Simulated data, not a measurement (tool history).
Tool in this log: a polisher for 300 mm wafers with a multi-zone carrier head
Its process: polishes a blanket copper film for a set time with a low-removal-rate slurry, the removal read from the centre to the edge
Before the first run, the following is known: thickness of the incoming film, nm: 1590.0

run	hour	flow of slurry (ml/min)	pressure of the head's centre zone	pressure of the head's middle zone	pressure of the head's edge zone	abrasive content of the slurry	polishing time (s)	film removed at the wafer's centre (Å)	film removed at mid-radius (Å)	film removed at the wafer's edge (Å)
1	0.0	125	1.00	1.00	1.00	1.0	89	3074.6	3047.7	3088.6
2	4.9	125	1.00	1.07	1.00	1.0	89	3010.9	3274.8	3061.2
3	11.2	135	1.01	1.10	1.01	1.1	92	3327.4	3612.9	3269.5
4	13.3	135	1.08	1.10	1.01	1.1	92	3502.1	3484.3	3315.4
5	17.9	135	1.08	1.10	0.96	1.1	92	3584.8	3622.4	3189.1
6	26.5	140	1.06	1.12	0.98	1.2	94	3608.1	3788.5	3325.8
# hour 31.0: slurry nozzle cleaned
7	31.0	145	1.05	1.14	0.99	1.2	97	3937.0	4221.6	3584.6
8	34.5	150	1.03	1.15	1.00	1.2	97	3892.2	4254.2	3500.0
9	37.0	150	1.03	1.15	1.00	1.2	97	3885.2	4229.9	3694.4
10	42.5	155	1.02	1.16	0.99	1.2	97	3788.4	4355.0	3686.3

Estimate the outcome of run 11 from the log above:
11	46.0	160	1.02	1.17	0.99	1.2	97	?	?	?

film removed at the wafer's centre (Å): 3968.5
film removed at mid-radius (Å): 4382.9
film removed at the wafer's edge (Å): 3627.4
